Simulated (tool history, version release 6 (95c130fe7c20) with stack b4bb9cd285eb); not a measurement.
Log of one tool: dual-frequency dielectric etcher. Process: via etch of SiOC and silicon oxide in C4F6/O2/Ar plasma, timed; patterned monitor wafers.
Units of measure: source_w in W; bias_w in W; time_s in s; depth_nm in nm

run    day  source_w  bias_w  time_s  depth_nm
  1      0       470     225    40.5    50.149
  2  0.125       500     227    40.5    51.137
  3  0.254       500     227    40.5    51.423
  4  0.454       500     227    37.5     47.24
  5  0.762       500     227    37.5    47.372
  6  1.071       520     240    37.5    48.909
  7  1.204       540     250      38    51.086

Expected results for the next run?
  8  1.412       550     257      38         ?

{"run 8": {"depth_nm": 52.141}}

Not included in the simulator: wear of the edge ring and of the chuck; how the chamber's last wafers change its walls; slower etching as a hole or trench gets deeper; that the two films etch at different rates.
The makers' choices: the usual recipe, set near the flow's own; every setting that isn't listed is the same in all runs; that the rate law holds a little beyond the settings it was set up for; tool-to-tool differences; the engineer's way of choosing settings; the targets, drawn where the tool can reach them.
